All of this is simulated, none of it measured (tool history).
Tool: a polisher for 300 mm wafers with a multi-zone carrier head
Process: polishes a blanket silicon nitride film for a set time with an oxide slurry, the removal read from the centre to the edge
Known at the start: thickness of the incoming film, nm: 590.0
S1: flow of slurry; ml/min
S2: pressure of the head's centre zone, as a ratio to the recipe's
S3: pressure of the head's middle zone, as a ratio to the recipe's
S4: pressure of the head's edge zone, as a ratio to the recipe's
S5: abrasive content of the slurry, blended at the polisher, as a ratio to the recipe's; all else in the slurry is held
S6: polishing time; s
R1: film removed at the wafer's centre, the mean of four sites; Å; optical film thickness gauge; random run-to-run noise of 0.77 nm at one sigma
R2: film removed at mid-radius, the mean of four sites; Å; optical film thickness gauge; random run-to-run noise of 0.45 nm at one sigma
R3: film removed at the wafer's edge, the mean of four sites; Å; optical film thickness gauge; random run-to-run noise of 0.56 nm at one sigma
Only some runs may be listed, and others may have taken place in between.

Run 1, day 0.000: S1 260 ml/min, S2 1.00, S3 1.00, S4 1.00, S5 1.00, S6 42 s. Result: R1 457.23 Å, R2 462.77 Å, R3 464.18 Å.
Run 2, day 0.192: S1 260 ml/min, S2 1.00, S3 0.97, S4 1.00, S5 1.00, S6 42 s. Result: R1 457.63 Å, R2 451.23 Å, R3 461.28 Å.
Run 3, day 0.412: S1 270 ml/min, S2 1.02, S3 1.01, S4 1.04, S5 1.05, S6 42 s. Result: R1 464.60 Å, R2 484.77 Å, R3 480.71 Å.
Run 4, day 0.721: S1 270 ml/min, S2 1.05, S3 1.01, S4 1.06, S5 1.15, S6 42 s. Result: R1 513.96 Å, R2 511.26 Å, R3 515.79 Å.
Run 5, day 0.946: S1 270 ml/min, S2 1.05, S3 1.01, S4 1.06, S5 1.35, S6 42 s. Result: R1 534.08 Å, R2 554.67 Å, R3 552.49 Å.
Run 6, day 0.975: S1 270 ml/min, S2 1.05, S3 1.01, S4 1.06, S5 1.35, S6 36 s. Result: R1 480.45 Å, R2 465.88 Å, R3 469.12 Å.

Run 7, settings as shown, results not yet in. Your forecast:
Run 7, day 1.262: S1 275 ml/min, S2 1.06, S3 1.03, S4 1.09, S5 1.40, S6 37 s. Result: R1 ?, R2 ?, R3 ?.

{"run 7": {"R1": 493.14, "R2": 499.46, "R3": 513.94}}
